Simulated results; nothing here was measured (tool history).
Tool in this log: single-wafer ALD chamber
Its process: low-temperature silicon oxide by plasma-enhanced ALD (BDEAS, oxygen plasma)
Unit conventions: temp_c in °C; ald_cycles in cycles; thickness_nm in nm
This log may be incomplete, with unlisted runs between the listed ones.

run  hour  temp_c  ald_cycles  thickness_nm
  1     0     105          61        8.9379
  2   0.9     105          67        9.8278
  3   2.6      97          67        10.024
  4   5.1      97          61        9.1365
  5   6.7     100          59        8.6603
  6   9.3     100          65        9.5826
  7  10.2     102          62        9.1222
  8  18.1     110          52        7.5505
  9  25.3     111          52        7.5056
 10    26     111          52        7.5157
 11  34.1     112          52        7.5425

The next listed run, before its measurement:
 12  39.4     113          52             ?

Run 12 came out at thickness_nm 7.4929 nm.
